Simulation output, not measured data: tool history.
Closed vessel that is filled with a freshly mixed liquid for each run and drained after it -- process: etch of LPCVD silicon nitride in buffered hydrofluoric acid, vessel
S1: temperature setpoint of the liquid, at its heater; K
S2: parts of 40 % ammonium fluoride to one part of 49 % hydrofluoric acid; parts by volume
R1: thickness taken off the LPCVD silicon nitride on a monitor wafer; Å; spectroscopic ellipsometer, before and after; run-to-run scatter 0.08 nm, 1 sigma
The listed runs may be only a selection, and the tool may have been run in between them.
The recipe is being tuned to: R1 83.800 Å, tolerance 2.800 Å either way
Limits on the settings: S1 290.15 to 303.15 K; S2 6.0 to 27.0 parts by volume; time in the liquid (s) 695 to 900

run 1 hour=0.0 | S1=295.15 S2=16.5 time_in_the_liquid_(s)=900 | R1=71.473
run 2 hour=1.7 | S1=296.15 S2=16.5 time_in_the_liquid_(s)=900 | R1=75.048
run 3 hour=8.6 | S1=293.65 S2=16.5 time_in_the_liquid_(s)=900 | R1=65.345
run 4 hour=10.2 | S1=293.65 S2=18.5 time_in_the_liquid_(s)=900 | R1=58.780
run 5 hour=19.0 | S1=295.65 S2=18.5 time_in_the_liquid_(s)=900 | R1=65.817
run 6 hour=25.2 | S1=295.65 S2=21.5 time_in_the_liquid_(s)=900 | R1=58.536
run 7 hour=32.8 | S1=297.65 S2=21.5 time_in_the_liquid_(s)=900 | R1=65.150
run 8 hour=38.4 | S1=299.15 S2=21.5 time_in_the_liquid_(s)=900 | R1=70.096
run 9 hour=40.7 | S1=303.15 S2=21.0 time_in_the_liquid_(s)=900 | R1=89.833

Below are 4 possible settings for the next run. Only one of them brings all results inside the allowed miss of their targets. Which is it?
run A hour=43.0 | S1=302.65 S2=19.0 time_in_the_liquid_(s)=870 | R1=?
run B hour=43.0 | S1=303.15 S2=20.5 time_in_the_liquid_(s)=845 | R1=?
run C hour=43.0 | S1=303.15 S2=15.0 time_in_the_liquid_(s)=750 | R1=?
run D hour=43.0 | S1=303.15 S2=18.0 time_in_the_liquid_(s)=860 | R1=?

move=A R1=89.994
move=B R1=83.907
move=C R1=100.460
move=D R1=96.323
A: just as far off the targets as the last run
B: each result inside its tolerance
C: moves away from the targets compared with the last run
D: moves away from the targets compared with the last run
Answer: B
